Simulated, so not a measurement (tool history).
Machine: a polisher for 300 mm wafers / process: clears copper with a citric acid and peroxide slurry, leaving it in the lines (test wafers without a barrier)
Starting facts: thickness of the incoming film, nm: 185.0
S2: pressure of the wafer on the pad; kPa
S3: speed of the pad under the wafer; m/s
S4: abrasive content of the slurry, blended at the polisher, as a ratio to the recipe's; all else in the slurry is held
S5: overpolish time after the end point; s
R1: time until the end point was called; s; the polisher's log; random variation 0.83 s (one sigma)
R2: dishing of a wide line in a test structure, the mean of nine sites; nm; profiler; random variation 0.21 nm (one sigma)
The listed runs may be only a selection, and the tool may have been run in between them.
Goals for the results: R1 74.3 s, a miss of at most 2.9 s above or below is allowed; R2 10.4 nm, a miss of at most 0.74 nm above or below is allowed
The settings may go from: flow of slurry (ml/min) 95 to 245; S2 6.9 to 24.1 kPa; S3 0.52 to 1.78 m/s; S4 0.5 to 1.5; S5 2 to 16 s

{"run": 1, "hour": 0.0, "flow of slurry (ml/min)": 155, "S2": 15.2, "S3": 1.14, "S4": 1, "S5": 8, "R1": 95.501, "R2": 8.8209}
{"run": 2, "hour": 8.2, "flow of slurry (ml/min)": 160, "S2": 15.9, "S3": 1.14, "S4": 1, "S5": 8, "R1": 91.964, "R2": 8.9325}
{"run": 3, "hour": 14.9, "flow of slurry (ml/min)": 160, "S2": 16.5, "S3": 1.14, "S4": 1, "S5": 8, "R1": 86.559, "R2": 8.9573}
{"run": 4, "hour": 20.8, "flow of slurry (ml/min)": 160, "S2": 13.1, "S3": 1.14, "S4": 1, "S5": 8, "R1": 108.92, "R2": 8.0772}
{"run": 5, "hour": 29.1, "flow of slurry (ml/min)": 145, "S2": 13.1, "S3": 1.14, "S4": 1, "S5": 8, "R1": 110.37, "R2": 7.8517}
{"run": 6, "hour": 37.3, "flow of slurry (ml/min)": 150, "S2": 14.5, "S3": 1.14, "S4": 1, "S5": 8, "R1": 99.084, "R2": 8.6703}
{"run": 7, "hour": 45.8, "flow of slurry (ml/min)": 150, "S2": 15.9, "S3": 1.14, "S4": 1, "S5": 8, "R1": 90.789, "R2": 9.1218}
{"run": 8, "hour": 47.1, "flow of slurry (ml/min)": 150, "S2": 16.5, "S3": 1.14, "S4": 1, "S5": 8, "R1": 86.42, "R2": 9.3092}
{"run": 9, "hour": 53.1, "flow of slurry (ml/min)": 150, "S2": 17.2, "S3": 1.14, "S4": 1, "S5": 8, "R1": 85.63, "R2": 9.8133}
{"run": 10, "hour": 57.6, "flow of slurry (ml/min)": 160, "S2": 17.9, "S3": 1.14, "S4": 1, "S5": 8, "R1": 82.198, "R2": 10.076}

Pick the move, out of 5, that brings all results within their allowed miss; only one does.
{"run": "A", "hour": 62.1, "flow of slurry (ml/min)": 215, "S2": 14.5, "S3": 1.1, "S4": 1.05, "S5": 10, "R1": "?", "R2": "?"}
{"run": "B", "hour": 62.1, "flow of slurry (ml/min)": 145, "S2": 17.9, "S3": 1.36, "S4": 1.25, "S5": 7, "R1": "?", "R2": "?"}
{"run": "C", "hour": 62.1, "flow of slurry (ml/min)": 190, "S2": 20.7, "S3": 1.06, "S4": 1.1, "S5": 8, "R1": "?", "R2": "?"}
{"run": "D", "hour": 62.1, "flow of slurry (ml/min)": 155, "S2": 17.2, "S3": 1.5, "S4": 0.85, "S5": 7, "R1": "?", "R2": "?"}
{"run": "E", "hour": 62.1, "flow of slurry (ml/min)": 170, "S2": 15.9, "S3": 1.02, "S4": 0.95, "S5": 10, "R1": "?", "R2": "?"}

move=A R1=97.899 R2=9.8982
move=B R1=67.045 R2=10.058
move=C R1=73.532 R2=10.362
move=D R1=68.264 R2=9.9294
move=E R1=100.97 R2=9.7168
A: lands further from the targets than the last run did
B: takes the result that was furthest off past its target
C: all results in spec
D: takes the result that was furthest off past its target
E: lands further from the targets than the last run did
Move C is the one to make.
